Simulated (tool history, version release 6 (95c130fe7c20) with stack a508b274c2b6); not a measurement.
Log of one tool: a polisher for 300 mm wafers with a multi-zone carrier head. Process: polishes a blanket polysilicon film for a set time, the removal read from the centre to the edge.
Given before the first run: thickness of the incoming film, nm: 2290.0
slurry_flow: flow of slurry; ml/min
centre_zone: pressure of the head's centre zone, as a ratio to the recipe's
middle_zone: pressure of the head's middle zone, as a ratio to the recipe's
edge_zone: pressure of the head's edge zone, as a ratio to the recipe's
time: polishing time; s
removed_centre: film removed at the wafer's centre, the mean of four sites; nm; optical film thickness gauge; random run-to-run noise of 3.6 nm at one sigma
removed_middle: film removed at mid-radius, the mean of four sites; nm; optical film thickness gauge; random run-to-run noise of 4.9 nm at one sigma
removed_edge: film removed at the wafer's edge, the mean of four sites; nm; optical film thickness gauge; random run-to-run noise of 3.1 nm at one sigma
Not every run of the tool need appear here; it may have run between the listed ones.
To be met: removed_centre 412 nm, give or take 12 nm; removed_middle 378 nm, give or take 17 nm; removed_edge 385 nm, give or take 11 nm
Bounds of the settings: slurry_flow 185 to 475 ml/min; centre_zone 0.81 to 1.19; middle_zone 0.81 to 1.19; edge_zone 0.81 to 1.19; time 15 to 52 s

run    day  slurry_flow  centre_zone  middle_zone  edge_zone  time  removed_centre  removed_middle  removed_edge
  1      0          305            1            1          1    33           236.1          234.58        246.15
  2  0.029          310         1.02         1.01       1.02    34          247.79          241.63        257.74
  3  0.196          315         1.04         1.03       1.03    35           263.2          258.53        266.35
  4  0.558          315         1.04         1.03       1.03    38          281.05          284.45        292.78
  5    0.7          275         1.04         1.03       1.03    38           277.3          274.47        285.57
     1.067  -- slurry nozzle cleaned
  6  1.067          290         1.06         1.03       1.04    39          308.18           305.8        310.12
  7  1.292          295         1.07         1.03       1.06    39          316.82          290.76        311.03
  8  1.562          300         1.12         1.13       1.07    47          396.92           391.3        378.35
  9  1.625          300         1.12         1.12       1.07    47          397.99          393.74        370.06

Exactly one of the 5 candidate moves below puts every result within its allowed miss. Which one?
  A  1.688          225         1.19         1.05       1.11    46               ?               ?             ?
  B  1.688          320         1.04         1.15       1.05    49               ?               ?             ?
  C  1.688          350         1.07         1.11       1.04    47               ?               ?             ?
  D  1.688          285         1.11         1.19       1.02    46               ?               ?             ?
  E  1.688          295         1.14         1.08       1.08    48               ?               ?             ?

move  removed_centre  removed_middle  removed_edge
   A          398.87          337.94        364.31
   B          387.88          405.23        388.36
   C          386.13          380.01        373.23
   D          384.04          387.22        356.11
   E          412.94          372.95        383.84
A: moves away from the targets compared with the last run
B: brings the result that was furthest off to its target, and leaves another outside
C: moves away from the targets compared with the last run
D: moves away from the targets compared with the last run
E: every result lands within tolerance
Correct choice: E, which meets every target
